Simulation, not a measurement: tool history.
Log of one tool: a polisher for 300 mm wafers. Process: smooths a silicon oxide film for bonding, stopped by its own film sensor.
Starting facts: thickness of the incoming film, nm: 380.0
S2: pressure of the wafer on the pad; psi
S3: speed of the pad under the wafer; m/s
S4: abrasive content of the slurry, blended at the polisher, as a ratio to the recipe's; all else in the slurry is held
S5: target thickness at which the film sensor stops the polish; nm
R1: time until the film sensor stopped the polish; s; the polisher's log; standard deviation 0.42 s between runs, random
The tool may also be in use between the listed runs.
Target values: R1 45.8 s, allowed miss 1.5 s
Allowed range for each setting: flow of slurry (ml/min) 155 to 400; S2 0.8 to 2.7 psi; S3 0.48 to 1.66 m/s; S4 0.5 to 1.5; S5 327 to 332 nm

run 1 hour=0 | flow_of_slurry_(ml/min)=255 S2=1.7 S3=1.06 S4=1 S5=327 | R1=71.943
run 2 hour=1.6 | flow_of_slurry_(ml/min)=255 S2=1.8 S3=1.06 S4=1 S5=327 | R1=67.269
run 3 hour=6.1 | flow_of_slurry_(ml/min)=255 S2=1.9 S3=1.06 S4=1 S5=327 | R1=63.645
run 4 hour=8.3 | flow_of_slurry_(ml/min)=255 S2=1.9 S3=1.32 S4=1 S5=327 | R1=54.267
run 5 hour=16.1 | flow_of_slurry_(ml/min)=255 S2=2 S3=1.32 S4=1 S5=327 | R1=51.579
run 6 hour=17.7 | flow_of_slurry_(ml/min)=255 S2=2 S3=1.06 S4=1 S5=327 | R1=61.78
run 7 hour=21.2 | flow_of_slurry_(ml/min)=255 S2=2.1 S3=1.06 S4=1 S5=327 | R1=58.88
run 8 hour=24.7 | flow_of_slurry_(ml/min)=255 S2=2.2 S3=1.06 S4=1 S5=327 | R1=56.3
run 9 hour=26.3 | flow_of_slurry_(ml/min)=255 S2=2.3 S3=1.06 S4=1 S5=327 | R1=53.545

Of the 5 settings listed for the next run, only one would bring every result within its allowed miss of target. Which one?
run A hour=27.9 | flow_of_slurry_(ml/min)=265 S2=2 S3=0.98 S4=0.95 S5=327 | R1=?
run B hour=27.9 | flow_of_slurry_(ml/min)=285 S2=2.1 S3=1.18 S4=1 S5=331 | R1=?
run C hour=27.9 | flow_of_slurry_(ml/min)=345 S2=2 S3=1.08 S4=1.15 S5=331 | R1=?
run D hour=27.9 | flow_of_slurry_(ml/min)=255 S2=2.3 S3=1.2 S4=1.05 S5=328 | R1=?
run E hour=27.9 | flow_of_slurry_(ml/min)=190 S2=1.9 S3=1.08 S4=0.95 S5=327 | R1=?

move=A R1=66.709
move=B R1=49.188
move=C R1=51.331
move=D R1=46.714
move=E R1=67.859
A: further off than the last run
B: better than the last run, though not everything is in spec
C: better than the last run, though not everything is in spec
D: all results in spec
E: further off than the last run
Answer: D

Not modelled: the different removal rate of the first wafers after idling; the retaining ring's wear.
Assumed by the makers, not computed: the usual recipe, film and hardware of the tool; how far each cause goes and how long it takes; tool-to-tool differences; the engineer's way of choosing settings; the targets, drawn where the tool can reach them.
